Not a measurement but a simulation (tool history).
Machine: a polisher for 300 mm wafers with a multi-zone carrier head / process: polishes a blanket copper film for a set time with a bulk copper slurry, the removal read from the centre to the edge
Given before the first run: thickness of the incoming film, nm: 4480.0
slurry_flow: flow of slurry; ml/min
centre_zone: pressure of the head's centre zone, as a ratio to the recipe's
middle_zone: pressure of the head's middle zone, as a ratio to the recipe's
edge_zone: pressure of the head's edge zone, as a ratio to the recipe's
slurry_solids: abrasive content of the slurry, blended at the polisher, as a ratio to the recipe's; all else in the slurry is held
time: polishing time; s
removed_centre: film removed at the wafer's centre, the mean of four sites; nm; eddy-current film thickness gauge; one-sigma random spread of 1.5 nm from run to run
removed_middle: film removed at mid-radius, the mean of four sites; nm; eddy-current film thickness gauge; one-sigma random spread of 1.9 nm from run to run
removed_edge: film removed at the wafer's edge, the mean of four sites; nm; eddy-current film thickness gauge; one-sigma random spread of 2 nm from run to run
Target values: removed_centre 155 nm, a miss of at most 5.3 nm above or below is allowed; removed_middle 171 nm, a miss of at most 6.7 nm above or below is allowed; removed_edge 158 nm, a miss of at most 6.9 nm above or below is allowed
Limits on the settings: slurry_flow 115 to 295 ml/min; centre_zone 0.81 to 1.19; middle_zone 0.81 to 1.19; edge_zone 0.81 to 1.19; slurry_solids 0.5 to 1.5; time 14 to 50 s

| run | hour | slurry_flow | centre_zone | middle_zone | edge_zone | slurry_solids | time | removed_centre | removed_middle | removed_edge |
|---|---|---|---|---|---|---|---|---|---|---|
| 1 | 0 | 190 | 1 | 1 | 1 | 1 | 32 | 188.81 | 190.02 | 192.08 |
| 2 | 5.5 | 190 | 1 | 1 | 1.09 | 1 | 32 | 187.51 | 188.93 | 191.88 |
| 3 | 8.2 | 190 | 1 | 1.01 | 1.09 | 0.95 | 32 | 187.52 | 185.43 | 194.59 |
| 4 | 9.8 | 190 | 1 | 1.02 | 1.07 | 0.95 | 31 | 180.33 | 180.11 | 190.89 |
| 5 | 18.7 | 185 | 0.99 | 1 | 1.05 | 1 | 30 | 173.73 | 176.63 | 181.94 |
| 6 | 21 | 185 | 0.99 | 1 | 1.05 | 1 | 26 | 152.65 | 152.97 | 157.55 |
| 7 | 21.6 | 190 | 0.99 | 1.02 | 1.04 | 1 | 26 | 151.77 | 155.59 | 156.99 |
| 8 | 29.2 | 195 | 0.99 | 1.03 | 1.04 | 1 | 26 | 155.46 | 157.78 | 155.74 |
| 9 | 35.9 | 200 | 0.95 | 1.11 | 1.06 | 1.05 | 26 | 149.43 | 167.36 | 163.07 |
| 10 | 43.3 | 205 | 0.95 | 1.12 | 1.05 | 1.05 | 26 | 149.49 | 170.36 | 160.41 |
|  | 52 | worn pad replaced by a new one |
| 11 | 52 | 220 | 0.99 | 1.12 | 1.03 | 1.05 | 26 | 175.15 | 185.89 | 175.66 |
| 12 | 54.7 | 215 | 0.99 | 1.12 | 1.02 | 1.05 | 26 | 170.85 | 191.57 | 176.27 |
| 13 | 61.5 | 210 | 0.99 | 1.11 | 1.01 | 1.05 | 26 | 173.5 | 188.67 | 174.42 |
| 14 | 69.8 | 205 | 0.99 | 1.11 | 1.01 | 1.05 | 26 | 169.96 | 185.34 | 175.07 |
| 15 | 77.5 | 205 | 0.98 | 1.1 | 1 | 1.05 | 26 | 167.69 | 185.45 | 173.28 |
| 16 | 79.5 | 215 | 0.97 | 1.09 | 0.99 | 1 | 25 | 161.24 | 174.99 | 163.69 |

5 next moves are on the table. One of them brings every result within its allowed miss. Which?
| A | 81.5 | 210 | 1 | 1.03 | 1.04 | 0.9 | 26 | ? | ? | ? |
| B | 81.5 | 215 | 0.95 | 1.06 | 0.93 | 1.15 | 24 | ? | ? | ? |
| C | 81.5 | 205 | 1.07 | 1.08 | 1.07 | 0.85 | 25 | ? | ? | ? |
| D | 81.5 | 195 | 1.01 | 1.09 | 0.98 | 1.05 | 26 | ? | ? | ? |
| E | 81.5 | 190 | 0.85 | 1.05 | 0.94 | 0.95 | 27 | ? | ? | ? |

| move | removed_centre | removed_middle | removed_edge |
|---|---|---|---|
| A | 166.11 | 173.51 | 172.67 |
| B | 153.38 | 172.31 | 158.9 |
| C | 168.66 | 170.37 | 166.11 |
| D | 171.46 | 185.04 | 171.79 |
| E | 146.16 | 182.83 | 171.17 |
A: misses by more than the last run did
B: every result within its allowed miss
C: misses by more than the last run did
D: misses by more than the last run did
E: moves the result that the last run missed by most past its target, out the other side
So the answer is move B, the one that meets all the targets.
